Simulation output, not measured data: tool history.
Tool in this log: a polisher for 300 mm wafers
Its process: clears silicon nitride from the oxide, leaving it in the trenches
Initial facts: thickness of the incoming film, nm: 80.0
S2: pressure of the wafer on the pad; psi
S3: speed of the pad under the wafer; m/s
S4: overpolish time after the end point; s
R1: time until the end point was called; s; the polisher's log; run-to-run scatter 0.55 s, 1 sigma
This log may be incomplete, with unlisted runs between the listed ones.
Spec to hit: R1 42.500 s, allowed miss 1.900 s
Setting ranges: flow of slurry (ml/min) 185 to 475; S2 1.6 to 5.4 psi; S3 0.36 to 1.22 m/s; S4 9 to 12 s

Run 1, day 0.000: flow of slurry (ml/min) 305, S2 3.5 psi, S3 0.78 m/s, S4 12 s. Result: R1 89.808 s.
Run 2, day 0.250: flow of slurry (ml/min) 305, S2 3.9 psi, S3 0.82 m/s, S4 12 s. Result: R1 76.250 s.
Run 3, day 0.338: flow of slurry (ml/min) 240, S2 3.9 psi, S3 0.82 m/s, S4 12 s. Result: R1 79.620 s.
Run 4, day 0.596: flow of slurry (ml/min) 240, S2 3.9 psi, S3 0.72 m/s, S4 12 s. Result: R1 85.902 s.
At day 0.717: worn pad replaced by a new one.
Run 5, day 0.717: flow of slurry (ml/min) 245, S2 4.2 psi, S3 0.78 m/s, S4 12 s. Result: R1 68.323 s.
Run 6, day 0.883: flow of slurry (ml/min) 320, S2 4.2 psi, S3 0.78 m/s, S4 12 s. Result: R1 67.209 s.
Run 7, day 1.250: flow of slurry (ml/min) 325, S2 5.2 psi, S3 0.90 m/s, S4 12 s. Result: R1 47.909 s.
Run 8, day 1.588: flow of slurry (ml/min) 325, S2 5.2 psi, S3 0.92 m/s, S4 12 s. Result: R1 46.783 s.

Which of these 5 next moves meets every target?
Run A, day 1.925: flow of slurry (ml/min) 375, S2 4.9 psi, S3 0.88 m/s, S4 9 s. Result: R1 ?.
Run B, day 1.925: flow of slurry (ml/min) 320, S2 5.4 psi, S3 0.96 m/s, S4 12 s. Result: R1 ?.
Run C, day 1.925: flow of slurry (ml/min) 200, S2 5.4 psi, S3 0.82 m/s, S4 12 s. Result: R1 ?.
Run D, day 1.925: flow of slurry (ml/min) 285, S2 4.3 psi, S3 1.00 m/s, S4 12 s. Result: R1 ?.
Run E, day 1.925: flow of slurry (ml/min) 270, S2 4.8 psi, S3 0.98 m/s, S4 10 s. Result: R1 ?.

move      R1
   A  51.526
   B  43.402
   C  51.943
   D  52.444
   E  48.183
A: its largest miss is bigger than the last run's
B: meets every target
C: its largest miss is bigger than the last run's
D: its largest miss is bigger than the last run's
E: its largest miss is bigger than the last run's
The right move is B.
